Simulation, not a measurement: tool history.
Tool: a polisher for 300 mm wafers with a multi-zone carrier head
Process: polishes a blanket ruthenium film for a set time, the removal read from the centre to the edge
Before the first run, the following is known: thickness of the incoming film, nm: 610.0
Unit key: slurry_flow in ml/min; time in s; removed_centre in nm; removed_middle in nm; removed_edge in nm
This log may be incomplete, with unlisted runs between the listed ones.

{"run": 1, "hour": 0.0, "slurry_flow": 145, "centre_zone": 1, "middle_zone": 1, "edge_zone": 1, "time": 43, "removed_centre": 37.031, "removed_middle": 37.639, "removed_edge": 35.424}
{"run": 2, "hour": 5.8, "slurry_flow": 145, "centre_zone": 1, "middle_zone": 1, "edge_zone": 1, "time": 38, "removed_centre": 32.569, "removed_middle": 32.527, "removed_edge": 30.411}
{"run": 3, "hour": 13.8, "slurry_flow": 145, "centre_zone": 1, "middle_zone": 1, "edge_zone": 0.92, "time": 38, "removed_centre": 32.439, "removed_middle": 32.956, "removed_edge": 29.467}
{"run": 4, "hour": 15.3, "slurry_flow": 135, "centre_zone": 0.97, "middle_zone": 1, "edge_zone": 0.92, "time": 36, "removed_centre": 29.195, "removed_middle": 30.128, "removed_edge": 28.87}
{"run": 5, "hour": 21.0, "slurry_flow": 135, "centre_zone": 0.92, "middle_zone": 1, "edge_zone": 0.92, "time": 36, "removed_centre": 27.644, "removed_middle": 30.112, "removed_edge": 28.313}
{"run": 6, "hour": 28.4, "slurry_flow": 135, "centre_zone": 0.92, "middle_zone": 1, "edge_zone": 0.92, "time": 46, "removed_centre": 35.84, "removed_middle": 39.23, "removed_edge": 35.328}
{"run": 7, "hour": 34.1, "slurry_flow": 135, "centre_zone": 0.92, "middle_zone": 1, "edge_zone": 0.92, "time": 46, "removed_centre": 35.795, "removed_middle": 38.636, "removed_edge": 35.707}
{"run": 8, "hour": 34.7, "slurry_flow": 135, "centre_zone": 0.91, "middle_zone": 1.01, "edge_zone": 0.91, "time": 43, "removed_centre": 32.794, "removed_middle": 36.426, "removed_edge": 32.363}
{"run": 9, "hour": 40.3, "slurry_flow": 130, "centre_zone": 0.9, "middle_zone": 1.01, "edge_zone": 0.9, "time": 41, "removed_centre": 30.713, "removed_middle": 34.092, "removed_edge": 31.848}
{"run": 10, "hour": 48.3, "slurry_flow": 130, "centre_zone": 0.9, "middle_zone": 1.01, "edge_zone": 0.9, "time": 41, "removed_centre": 30.634, "removed_middle": 33.846, "removed_edge": 31.742}
{"run": 11, "hour": 54.4, "slurry_flow": 135, "centre_zone": 0.89, "middle_zone": 1.02, "edge_zone": 0.89, "time": 38, "removed_centre": 28.542, "removed_middle": 32.642, "removed_edge": 28.848}
{"hour": 59.8, "done": "edge zone pressure recalibrated"}
{"run": 12, "hour": 59.8, "slurry_flow": 135, "centre_zone": 0.88, "middle_zone": 1.02, "edge_zone": 0.89, "time": 36, "removed_centre": 26.723, "removed_middle": 30.74, "removed_edge": 29.6}

The next listed run, before its measurement:
{"run": 13, "hour": 62.1, "slurry_flow": 130, "centre_zone": 0.88, "middle_zone": 1.04, "edge_zone": 0.88, "time": 34, "removed_centre": "?", "removed_middle": "?", "removed_edge": "?"}

removed_centre: 24.875 nm
removed_middle: 29.416 nm
removed_edge: 26.761 nm
